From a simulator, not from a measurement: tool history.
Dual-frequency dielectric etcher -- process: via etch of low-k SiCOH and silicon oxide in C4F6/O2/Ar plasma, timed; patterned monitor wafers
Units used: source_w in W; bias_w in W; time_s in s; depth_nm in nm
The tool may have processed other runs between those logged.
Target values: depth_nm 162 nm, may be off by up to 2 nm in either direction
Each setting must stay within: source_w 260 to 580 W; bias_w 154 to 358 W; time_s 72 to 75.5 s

run	day	source_w	bias_w	time_s	depth_nm
1	0	420	256	72	189.26
2	0.112	420	231	72	179.78
3	0.154	420	231	75.5	187.68
4	0.325	380	231	75.5	181.68
5	0.429	310	231	75.5	170.57
6	0.467	300	230	75.5	168.19
7	0.717	290	230	75.5	165.23
8	1.054	280	230	75.5	164.52
# day 1.25: wet clean of the chamber
9	1.25	270	230	75.5	166.76
10	1.454	270	228	75.5	166.36
11	1.696	270	226	75.5	165.18
12	1.95	270	225	75.5	164.96
13	2.233	270	224	75.5	164.04

Which of these 5 next moves meets every target?
A	2.517	260	232	74	?
B	2.517	260	228	72	?
C	2.517	270	211	74.5	?
D	2.517	300	218	74.5	?
E	2.517	260	258	73.5	?

move	depth_nm
A	162.19
B	156.52
C	157.95
D	165.86
E	169.31
A: meets every target
B: the result that was furthest off in the last run now lies on the other side of its target
C: the result that was furthest off in the last run now lies on the other side of its target
D: further off than the last run
E: further off than the last run
Correct choice: A, which meets every target
